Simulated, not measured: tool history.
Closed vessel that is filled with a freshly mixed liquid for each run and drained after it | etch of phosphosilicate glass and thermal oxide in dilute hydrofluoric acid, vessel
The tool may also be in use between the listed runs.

run  hour  temperature setpoint of the liquid (C)  parts of water to one part of 49 % hydrofluoric acid (parts by volume)  time in the liquid (s)  thickness taken off the phosphosilicate glass on a monitor wafer (angstrom)  thickness taken off the thermal oxide on a monitor wafer (angstrom)
  1   0.0                                    24.0                                                                      95                      60                                                                      1254.60                                                               33.570
  2   2.1                                    26.5                                                                      95                      60                                                                      1382.80                                                               37.247
  3   8.5                                    26.5                                                                      60                      60                                                                      2272.30                                                               62.032
  4  16.8                                    26.5                                                                      90                      60                                                                      1457.20                                                               39.693
  5  24.5                                    26.5                                                                      90                      80                                                                      1947.30                                                               52.748
  6  31.1                                    26.5                                                                     105                      80                                                                      1624.80                                                               44.457
  7  33.9                                    24.0                                                                     120                      80                                                                      1265.80                                                               35.144
  8  37.4                                    20.0                                                                     160                      80                                                                       782.42                                                               21.230
  9  43.8                                    19.0                                                                     165                      80                                                                       723.82                                                               19.696
 10  50.6                                    18.5                                                                     165                      80                                                                       708.01                                                               19.435
 11  54.5                                    18.0                                                                     165                      80                                                                       695.16                                                               18.968
 12  62.8                                    17.5                                                                     165                      80                                                                       685.55                                                               18.645

Run 13, settings as shown, results not yet in. Your forecast:
 13  69.8                                    17.0                                                                     165                      80                                                                            ?                                                                    ?

Run 13 measured thickness taken off the phosphosilicate glass on a monitor wafer (angstrom) 668.53, thickness taken off the thermal oxide on a monitor wafer (angstrom) 18.263.
